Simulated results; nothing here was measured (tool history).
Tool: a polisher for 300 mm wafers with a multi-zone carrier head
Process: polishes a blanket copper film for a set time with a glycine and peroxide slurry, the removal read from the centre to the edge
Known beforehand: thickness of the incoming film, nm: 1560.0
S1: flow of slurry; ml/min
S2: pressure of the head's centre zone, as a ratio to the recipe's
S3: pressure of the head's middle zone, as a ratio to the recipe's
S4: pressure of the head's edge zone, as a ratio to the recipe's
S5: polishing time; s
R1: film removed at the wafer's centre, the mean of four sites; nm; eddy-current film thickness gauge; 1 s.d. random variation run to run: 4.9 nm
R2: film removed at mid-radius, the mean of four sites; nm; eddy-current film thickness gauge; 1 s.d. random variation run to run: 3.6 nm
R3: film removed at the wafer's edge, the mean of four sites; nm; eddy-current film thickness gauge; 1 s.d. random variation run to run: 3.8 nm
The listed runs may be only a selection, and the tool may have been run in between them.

Run 1, hour 0.0: S1 240 ml/min, S2 1.00, S3 1.00, S4 1.00, S5 61 s. Result: R1 350.82 nm, R2 348.51 nm, R3 348.41 nm.
Run 2, hour 4.4: S1 250 ml/min, S2 1.03, S3 0.99, S4 1.04, S5 64 s. Result: R1 368.37 nm, R2 363.74 nm, R3 379.16 nm.
Run 3, hour 8.5: S1 260 ml/min, S2 1.07, S3 0.98, S4 1.04, S5 67 s. Result: R1 400.80 nm, R2 379.88 nm, R3 397.79 nm.
Run 4, hour 11.1: S1 210 ml/min, S2 1.07, S3 0.98, S4 1.04, S5 67 s. Result: R1 393.49 nm, R2 362.85 nm, R3 389.35 nm.
Run 5, hour 19.4: S1 210 ml/min, S2 1.07, S3 0.93, S4 1.04, S5 67 s. Result: R1 388.91 nm, R2 350.73 nm, R3 380.68 nm.
Run 6, hour 20.1: S1 215 ml/min, S2 1.10, S3 0.93, S4 1.05, S5 69 s. Result: R1 415.17 nm, R2 362.05 nm, R3 399.58 nm.

What does the tool deliver on the next run?
Run 7, hour 26.8: S1 230 ml/min, S2 1.12, S3 0.94, S4 1.06, S5 70 s. Result: R1 ?, R2 ?, R3 ?.

Logged for run 7: R1 432.53 nm, R2 379.94 nm, R3 407.77 nm.

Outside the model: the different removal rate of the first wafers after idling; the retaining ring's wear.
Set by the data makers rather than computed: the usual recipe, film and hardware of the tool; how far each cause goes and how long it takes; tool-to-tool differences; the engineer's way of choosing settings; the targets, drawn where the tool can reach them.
